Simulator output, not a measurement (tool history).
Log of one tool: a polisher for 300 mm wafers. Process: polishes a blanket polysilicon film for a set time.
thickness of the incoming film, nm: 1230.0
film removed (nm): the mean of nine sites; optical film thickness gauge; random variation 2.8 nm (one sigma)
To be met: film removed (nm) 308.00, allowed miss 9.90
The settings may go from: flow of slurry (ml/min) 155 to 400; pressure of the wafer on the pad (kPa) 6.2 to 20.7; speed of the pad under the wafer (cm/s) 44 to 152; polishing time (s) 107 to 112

run,day,flow of slurry (ml/min),pressure of the wafer on the pad (kPa),speed of the pad under the wafer (cm/s),polishing time (s),film removed (nm)
1,0.000,255,13.1,98,107,682.61
2,0.183,255,14.5,98,107,759.83
3,0.250,255,14.5,98,107,752.67
4,0.283,255,13.1,98,107,689.10
5,0.342,255,12.4,94,107,622.86
6,0.662,255,11.7,92,107,584.56
7,0.871,255,11.0,90,107,546.17
8,1.171,255,10.3,88,107,510.14
9,1.492,255,9.7,86,107,467.78
10,1.729,245,6.2,72,107,275.97
11,1.983,250,6.2,72,107,273.62
12,2.204,255,6.2,72,107,276.41
13,2.412,275,7.6,72,107,320.71
14,2.521,265,7.6,72,107,323.70
15,2.842,260,7.6,72,107,320.80
16,3.200,245,7.6,72,107,323.01
17,3.475,245,6.9,72,107,294.75

Which of these 5 next moves meets every target?
A,3.750,255,8.3,66,112,?
B,3.750,255,6.9,66,112,?
C,3.750,220,6.9,68,107,?
D,3.750,225,9.0,58,111,?
E,3.750,175,6.9,70,107,?

move,film removed (nm)
A,328.87
B,283.74
C,274.61
D,303.92
E,274.47
A: takes the result that was furthest off past its target
B: further off than the last run
C: further off than the last run
D: meets every target
E: further off than the last run
Move D is the one to make.
